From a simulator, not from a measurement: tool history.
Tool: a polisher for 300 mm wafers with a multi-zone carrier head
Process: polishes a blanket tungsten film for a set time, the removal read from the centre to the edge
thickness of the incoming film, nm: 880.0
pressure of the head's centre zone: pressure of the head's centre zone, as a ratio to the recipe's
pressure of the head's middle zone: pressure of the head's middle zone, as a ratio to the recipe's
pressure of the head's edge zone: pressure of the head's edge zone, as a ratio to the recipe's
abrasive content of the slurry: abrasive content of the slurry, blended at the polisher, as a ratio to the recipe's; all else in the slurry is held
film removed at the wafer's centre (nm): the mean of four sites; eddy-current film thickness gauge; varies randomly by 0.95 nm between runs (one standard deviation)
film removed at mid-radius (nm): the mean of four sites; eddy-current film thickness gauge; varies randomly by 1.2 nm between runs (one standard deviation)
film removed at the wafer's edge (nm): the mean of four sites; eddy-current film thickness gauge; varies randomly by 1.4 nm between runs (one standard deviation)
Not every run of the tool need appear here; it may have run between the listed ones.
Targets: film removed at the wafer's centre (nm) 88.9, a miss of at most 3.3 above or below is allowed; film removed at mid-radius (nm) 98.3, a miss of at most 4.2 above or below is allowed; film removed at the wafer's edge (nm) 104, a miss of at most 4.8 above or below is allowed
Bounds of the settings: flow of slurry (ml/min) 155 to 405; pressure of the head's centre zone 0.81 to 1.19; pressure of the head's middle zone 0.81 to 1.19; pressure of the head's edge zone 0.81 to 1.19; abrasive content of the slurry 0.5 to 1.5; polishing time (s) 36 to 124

run	day	flow of slurry (ml/min)	pressure of the head's centre zone	pressure of the head's middle zone	pressure of the head's edge zone	abrasive content of the slurry	polishing time (s)	film removed at the wafer's centre (nm)	film removed at mid-radius (nm)	film removed at the wafer's edge (nm)
1	0	260	1	1	1	1	79	210.3	206.57	202.39
2	0.162	260	1	1.07	1	1	79	213.99	220.06	204.01
3	0.258	220	1	1.07	1	1	79	205.97	212.22	201.78
4	0.312	210	0.97	1.05	0.99	0.9	72	180.64	184.26	172.69
# day 0.371: centre zone pressure recalibrated
5	0.371	210	0.97	1.05	0.99	1.05	72	178.17	194.05	181.83
6	0.65	210	0.93	1.05	0.99	1.05	72	172.73	191.58	182.9
7	0.854	200	0.91	1.03	1	1	65	148.09	169.4	165.68
8	1.1	195	0.9	1.01	1	0.9	60	132.05	150.73	146.38
9	1.162	190	0.89	0.98	1	0.85	58	126.98	137.85	139.42

Which one of the following 5 next-run settings gets every result inside its allowed miss? There is exactly one.
A	1.225	160	0.81	0.92	0.95	0.95	44	?	?	?
B	1.225	155	0.88	0.88	1.06	0.5	49	?	?	?
C	1.225	165	0.87	0.96	1.04	1	45	?	?	?
D	1.225	225	1.1	0.94	0.91	0.75	69	?	?	?
E	1.225	265	0.97	0.97	1.07	0.7	42	?	?	?

move	film removed at the wafer's centre (nm)	film removed at mid-radius (nm)	film removed at the wafer's edge (nm)
A	88.406	97.563	103.43
B	88.769	89.512	104.08
C	96.486	105.2	112.24
D	170.54	154.7	155.91
E	95.617	96.97	102.34
A: every result lands within tolerance
B: the furthest-off result lands on target, but another misses its tolerance
C: gains on the last run, yet a result remains outside its allowed miss
D: the biggest miss grows against the last run
E: gains on the last run, yet a result remains outside its allowed miss
A meets every target.
